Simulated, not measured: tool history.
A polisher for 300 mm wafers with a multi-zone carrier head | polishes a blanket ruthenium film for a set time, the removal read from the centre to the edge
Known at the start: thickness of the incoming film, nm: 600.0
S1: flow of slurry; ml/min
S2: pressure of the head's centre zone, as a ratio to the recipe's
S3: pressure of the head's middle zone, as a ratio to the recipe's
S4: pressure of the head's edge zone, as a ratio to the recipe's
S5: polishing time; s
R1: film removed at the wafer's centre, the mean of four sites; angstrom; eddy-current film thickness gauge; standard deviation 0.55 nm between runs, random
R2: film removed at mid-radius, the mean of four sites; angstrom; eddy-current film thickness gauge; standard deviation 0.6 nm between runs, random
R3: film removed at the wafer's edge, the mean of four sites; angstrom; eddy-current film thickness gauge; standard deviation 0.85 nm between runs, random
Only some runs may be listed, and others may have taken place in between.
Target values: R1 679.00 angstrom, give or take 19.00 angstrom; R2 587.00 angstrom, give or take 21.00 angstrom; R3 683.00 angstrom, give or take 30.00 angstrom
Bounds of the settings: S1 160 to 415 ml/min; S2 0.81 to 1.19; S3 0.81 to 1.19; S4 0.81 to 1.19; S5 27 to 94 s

run  hour   S1    S2    S3    S4  S5      R1      R2      R3
  1   0.0  265  1.00  1.00  1.00  60  462.14  476.42  459.71
  2   4.9  265  1.00  1.05  1.00  60  455.62  491.31  451.78
  3  13.0  265  1.00  1.09  1.00  60  461.70  509.13  451.39
  4  21.1  240  1.00  1.09  1.00  60  444.47  500.37  449.95
  5  22.0  230  1.03  1.05  1.03  64  498.95  516.76  492.66
  6  22.9  230  1.03  1.05  1.03  78  590.79  627.81  593.36
  7  30.4  235  1.04  1.02  1.06  78  603.35  612.55  608.14
  8  34.9  235  1.04  1.02  1.06  78  608.69  612.37  592.18
  9  40.9  220  1.04  0.98  1.08  80  613.68  619.61  612.49
 10  44.4  245  1.04  0.94  1.10  81  631.30  605.39  637.30
 11  51.1  260  1.05  0.93  1.12  81  636.57  604.95  631.80
 12  57.8  255  1.05  0.90  1.13  82  644.60  578.30  663.87
 13  65.8  260  1.06  0.90  1.13  82  654.21  593.33  671.33

Exercise: of the 5 proposed moves below, exactly one satisfies all targets within the stated allowed misses. Which move is it?
  A  73.8  290  0.99  0.81  1.19  90   ?   ?   ?
  B  73.8  280  0.99  0.90  1.18  83   ?   ?   ?
  C  73.8  200  1.09  0.88  1.19  84   ?   ?   ?
  D  73.8  215  1.05  0.96  1.11  80   ?   ?   ?
  E  73.8  270  1.03  1.00  1.10  82   ?   ?   ?

move      R1      R2      R3
   A  674.49  592.27  744.60
   B  620.44  593.32  681.84
   C  668.66  571.56  677.16
   D  618.43  589.05  628.35
   E  636.21  637.60  651.17
A: brings the last run's worst result on target, with another outside its allowed miss
B: lands further from the targets than the last run did
C: all results land within tolerance of their targets
D: lands further from the targets than the last run did
E: lands further from the targets than the last run did
Move C is the one to make.
